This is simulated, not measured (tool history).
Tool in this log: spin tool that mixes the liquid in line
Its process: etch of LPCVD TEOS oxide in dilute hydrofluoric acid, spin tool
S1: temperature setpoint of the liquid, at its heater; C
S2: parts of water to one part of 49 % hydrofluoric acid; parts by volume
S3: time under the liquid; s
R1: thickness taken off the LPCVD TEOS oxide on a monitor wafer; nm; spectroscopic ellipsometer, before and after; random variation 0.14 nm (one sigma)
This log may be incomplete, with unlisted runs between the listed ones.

run	hour	S1	S2	S3	R1
1	0.0	24.0	140	295	55.236
2	7.2	23.0	145	295	50.830
3	14.2	21.5	145	295	48.160
4	18.1	21.5	145	315	51.108
5	18.7	21.5	145	315	51.540
6	22.1	21.5	115	315	66.580
7	25.3	17.5	170	315	36.203

Estimate the outcome of run 8 from the log above:
8	28.8	17.0	175	315	?

Run 8 yielded R1 34.375 nm.

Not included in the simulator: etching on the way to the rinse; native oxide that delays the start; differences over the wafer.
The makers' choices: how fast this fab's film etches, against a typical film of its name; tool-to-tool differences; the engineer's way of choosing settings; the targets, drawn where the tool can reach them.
